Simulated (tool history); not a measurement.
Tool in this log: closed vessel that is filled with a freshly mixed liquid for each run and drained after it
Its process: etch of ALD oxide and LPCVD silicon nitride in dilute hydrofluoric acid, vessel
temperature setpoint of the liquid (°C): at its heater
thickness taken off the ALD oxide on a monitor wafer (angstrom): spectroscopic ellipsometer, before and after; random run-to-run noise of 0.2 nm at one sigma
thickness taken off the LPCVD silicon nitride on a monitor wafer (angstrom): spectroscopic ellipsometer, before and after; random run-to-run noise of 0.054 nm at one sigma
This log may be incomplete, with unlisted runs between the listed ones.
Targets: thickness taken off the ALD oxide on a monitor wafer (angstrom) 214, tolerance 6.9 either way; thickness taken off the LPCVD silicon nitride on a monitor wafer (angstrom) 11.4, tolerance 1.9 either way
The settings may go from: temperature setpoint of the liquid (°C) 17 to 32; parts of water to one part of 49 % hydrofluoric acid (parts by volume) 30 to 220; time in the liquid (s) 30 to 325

run,day,temperature setpoint of the liquid (°C),parts of water to one part of 49 % hydrofluoric acid (parts by volume),time in the liquid (s),thickness taken off the ALD oxide on a monitor wafer (angstrom),thickness taken off the LPCVD silicon nitride on a monitor wafer (angstrom)
1,0,24,125,165,150.73,7.2851
2,0.15,26.5,125,165,166.42,8.3867
3,0.392,27.5,125,165,174.09,9.3412
4,0.779,28,120,165,183.35,9.5665
5,1.062,28.5,120,165,188.74,9.7606
6,1.15,29,120,165,187.94,10.357
7,1.229,29,115,165,200.8,10.651
8,1.325,29.5,115,165,204.11,12.203
9,1.442,29,115,165,195.67,10.844
10,1.612,29,115,165,199.71,10.63

Which of these 5 next moves meets every target?
A,1.783,20,60,115,?,?
B,1.783,28.5,105,160,?,?
C,1.783,30,125,170,?,?
D,1.783,30,125,175,?,?
E,1.783,32,135,155,?,?

move,thickness taken off the ALD oxide on a monitor wafer (angstrom),thickness taken off the LPCVD silicon nitride on a monitor wafer (angstrom)
A,199.16,8.1708
B,210.17,11.504
C,193.06,11.267
D,198.73,11.599
E,172.81,10.74
A: about the same distance from the targets as the last run
B: each result inside its tolerance
C: further off than the last run
D: further off than the last run
E: further off than the last run
B meets every target.
